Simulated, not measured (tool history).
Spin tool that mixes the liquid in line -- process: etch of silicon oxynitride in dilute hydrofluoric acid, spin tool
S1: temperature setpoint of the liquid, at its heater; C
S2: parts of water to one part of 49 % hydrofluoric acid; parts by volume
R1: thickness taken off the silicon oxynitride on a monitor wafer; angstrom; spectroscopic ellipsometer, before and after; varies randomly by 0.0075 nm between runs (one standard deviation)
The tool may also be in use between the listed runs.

Run 1, hour 0.0: S1 20.0 C, S2 150 parts by volume, time under the liquid (s) 40. Result: R1 6.1476 angstrom.
Run 2, hour 5.2: S1 19.0 C, S2 150 parts by volume, time under the liquid (s) 40. Result: R1 5.9598 angstrom.
Run 3, hour 10.6: S1 20.5 C, S2 150 parts by volume, time under the liquid (s) 40. Result: R1 6.3178 angstrom.
Run 4, hour 15.6: S1 18.5 C, S2 150 parts by volume, time under the liquid (s) 40. Result: R1 5.7774 angstrom.
Run 5, hour 23.3: S1 20.0 C, S2 150 parts by volume, time under the liquid (s) 40. Result: R1 6.1162 angstrom.
Run 6, hour 30.9: S1 18.5 C, S2 150 parts by volume, time under the liquid (s) 40. Result: R1 5.6589 angstrom.
Run 7, hour 39.5: S1 20.0 C, S2 150 parts by volume, time under the liquid (s) 40. Result: R1 6.2075 angstrom.
Run 8, hour 47.4: S1 20.0 C, S2 150 parts by volume, time under the liquid (s) 40. Result: R1 6.1226 angstrom.
Run 9, hour 54.8: S1 21.0 C, S2 150 parts by volume, time under the liquid (s) 40. Result: R1 6.4952 angstrom.
Run 10, hour 56.5: S1 22.0 C, S2 150 parts by volume, time under the liquid (s) 40. Result: R1 6.6605 angstrom.
Run 11, hour 63.3: S1 23.0 C, S2 150 parts by volume, time under the liquid (s) 40. Result: R1 7.1099 angstrom.

Forecast run 12:
Run 12, hour 67.5: S1 27.0 C, S2 150 parts by volume, time under the liquid (s) 40. Result: R1 ?.

{"run 12": {"R1": 8.5062}}
